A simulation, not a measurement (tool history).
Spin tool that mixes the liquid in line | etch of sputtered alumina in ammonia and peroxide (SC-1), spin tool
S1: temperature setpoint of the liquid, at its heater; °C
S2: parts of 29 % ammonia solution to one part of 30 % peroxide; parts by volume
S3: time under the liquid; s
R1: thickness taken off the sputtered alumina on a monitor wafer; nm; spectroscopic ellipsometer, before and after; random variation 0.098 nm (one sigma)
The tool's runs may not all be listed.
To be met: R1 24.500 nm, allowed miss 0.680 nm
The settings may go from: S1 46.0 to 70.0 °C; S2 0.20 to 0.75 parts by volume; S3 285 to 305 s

Run 1, hour 0.0: S1 62.0 °C, S2 0.45 parts by volume, S3 285 s. Result: R1 48.295 nm.
Run 2, hour 1.9: S1 62.0 °C, S2 0.45 parts by volume, S3 305 s. Result: R1 51.407 nm.
Run 3, hour 10.4: S1 62.0 °C, S2 0.55 parts by volume, S3 305 s. Result: R1 52.730 nm.
Run 4, hour 16.9: S1 62.0 °C, S2 0.50 parts by volume, S3 305 s. Result: R1 52.326 nm.
Run 5, hour 19.3: S1 59.5 °C, S2 0.50 parts by volume, S3 305 s. Result: R1 45.904 nm.
Run 6, hour 24.8: S1 57.5 °C, S2 0.50 parts by volume, S3 305 s. Result: R1 41.520 nm.
Run 7, hour 31.9: S1 57.5 °C, S2 0.50 parts by volume, S3 305 s. Result: R1 41.262 nm.
Run 8, hour 38.9: S1 56.0 °C, S2 0.50 parts by volume, S3 305 s. Result: R1 38.411 nm.
Run 9, hour 44.1: S1 54.5 °C, S2 0.50 parts by volume, S3 305 s. Result: R1 35.414 nm.
Run 10, hour 53.0: S1 53.5 °C, S2 0.50 parts by volume, S3 305 s. Result: R1 33.364 nm.

5 next moves are on the table. One of them brings every result within its allowed miss. Which?
Run A, hour 61.9: S1 47.0 °C, S2 0.45 parts by volume, S3 285 s. Result: R1 ?.
Run B, hour 61.9: S1 49.0 °C, S2 0.55 parts by volume, S3 285 s. Result: R1 ?.
Run C, hour 61.9: S1 60.5 °C, S2 0.45 parts by volume, S3 305 s. Result: R1 ?.
Run D, hour 61.9: S1 53.0 °C, S2 0.35 parts by volume, S3 285 s. Result: R1 ?.
Run E, hour 61.9: S1 58.5 °C, S2 0.50 parts by volume, S3 305 s. Result: R1 ?.

move      R1
   A  21.768
   B  24.808
   C  48.058
   D  29.569
   E  43.786
A: takes the result that was furthest off past its target
B: meets every target
C: further off than the last run
D: nearer than the last run, and not there yet
E: further off than the last run
Move B is the one to make.
